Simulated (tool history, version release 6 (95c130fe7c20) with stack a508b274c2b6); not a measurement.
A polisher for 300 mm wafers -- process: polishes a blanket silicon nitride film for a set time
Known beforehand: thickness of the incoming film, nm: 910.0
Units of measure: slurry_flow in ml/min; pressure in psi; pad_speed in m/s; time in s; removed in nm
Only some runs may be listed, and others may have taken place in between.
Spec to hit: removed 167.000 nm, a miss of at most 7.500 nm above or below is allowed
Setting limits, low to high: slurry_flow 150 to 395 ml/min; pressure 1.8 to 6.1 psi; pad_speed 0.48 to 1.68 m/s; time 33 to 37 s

{"run": 1, "day": 0.0, "slurry_flow": 250, "pressure": 3.9, "pad_speed": 1.08, "time": 37, "removed": 87.643}
{"run": 2, "day": 0.05, "slurry_flow": 250, "pressure": 4.4, "pad_speed": 1.1, "time": 37, "removed": 102.44}
{"run": 3, "day": 0.196, "slurry_flow": 250, "pressure": 4.8, "pad_speed": 1.1, "time": 37, "removed": 111.04}
{"run": 4, "day": 0.554, "slurry_flow": 250, "pressure": 5.1, "pad_speed": 1.12, "time": 37, "removed": 117.86}
{"run": 5, "day": 0.604, "slurry_flow": 250, "pressure": 5.3, "pad_speed": 1.16, "time": 37, "removed": 127.88}
{"run": 6, "day": 0.758, "slurry_flow": 250, "pressure": 5.5, "pad_speed": 1.18, "time": 37, "removed": 133.92}
{"run": 7, "day": 0.858, "slurry_flow": 250, "pressure": 5.6, "pad_speed": 1.22, "time": 37, "removed": 141.51}
{"run": 8, "day": 0.988, "slurry_flow": 250, "pressure": 5.7, "pad_speed": 1.24, "time": 37, "removed": 140.38}

Next run, 5 choices. One meets every target within its allowed miss, the rest don't. Which?
{"run": "A", "day": 1.117, "slurry_flow": 240, "pressure": 5.8, "pad_speed": 1.46, "time": 37, "removed": "?"}
{"run": "B", "day": 1.117, "slurry_flow": 345, "pressure": 5.2, "pad_speed": 1.46, "time": 33, "removed": "?"}
{"run": "C", "day": 1.117, "slurry_flow": 270, "pressure": 5.5, "pad_speed": 1.48, "time": 35, "removed": "?"}
{"run": "D", "day": 1.117, "slurry_flow": 225, "pressure": 5.4, "pad_speed": 1.3, "time": 35, "removed": "?"}
{"run": "E", "day": 1.117, "slurry_flow": 225, "pressure": 4.6, "pad_speed": 1.34, "time": 33, "removed": "?"}

move=A removed=165.190
move=B removed=135.410
move=C removed=151.020
move=D removed=132.810
move=E removed=109.570
A: meets every target
B: lands further from the targets than the last run did
C: closes in on the targets versus the last run, not all within tolerance yet
D: lands further from the targets than the last run did
E: lands further from the targets than the last run did
The move that meets every target is A.
